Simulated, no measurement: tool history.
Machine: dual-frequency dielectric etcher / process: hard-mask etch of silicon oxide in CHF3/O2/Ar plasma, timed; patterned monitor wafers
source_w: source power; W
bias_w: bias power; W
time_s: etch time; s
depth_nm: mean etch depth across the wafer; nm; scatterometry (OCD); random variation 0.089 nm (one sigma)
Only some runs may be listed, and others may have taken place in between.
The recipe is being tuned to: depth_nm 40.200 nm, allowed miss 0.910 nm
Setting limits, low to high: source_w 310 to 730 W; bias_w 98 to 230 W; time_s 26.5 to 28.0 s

| run | hour | source_w | bias_w | time_s | depth_nm |
|---|---|---|---|---|---|
| 1 | 0.0 | 520 | 164 | 26.5 | 53.470 |
| 2 | 7.5 | 440 | 164 | 26.5 | 48.750 |
| 3 | 9.5 | 520 | 164 | 26.5 | 53.456 |
| 4 | 14.4 | 520 | 188 | 26.5 | 55.342 |
| 5 | 17.6 | 470 | 188 | 26.5 | 52.776 |
| 6 | 26.6 | 390 | 188 | 26.5 | 47.525 |
| 7 | 33.5 | 370 | 178 | 26.5 | 45.255 |
| 8 | 42.0 | 310 | 148 | 26.5 | 38.170 |
| 9 | 46.4 | 320 | 148 | 26.5 | 39.270 |

Exercise: of the 5 proposed moves below, exactly one satisfies all targets within the stated allowed misses. Which move is it?
| A | 50.8 | 310 | 136 | 27.0 | ? |
| B | 50.8 | 310 | 143 | 28.0 | ? |
| C | 50.8 | 350 | 142 | 27.0 | ? |
| D | 50.8 | 320 | 134 | 26.5 | ? |
| E | 50.8 | 310 | 154 | 26.5 | ? |

| move | depth_nm |
|---|---|
| A | 38.054 |
| B | 39.978 |
| C | 42.047 |
| D | 38.249 |
| E | 38.584 |
A: its largest miss is bigger than the last run's
B: each result inside its tolerance
C: moves the result that the last run missed by most past its target, out the other side
D: its largest miss is bigger than the last run's
E: its largest miss is bigger than the last run's
B is the move that brings every result within its allowed miss.
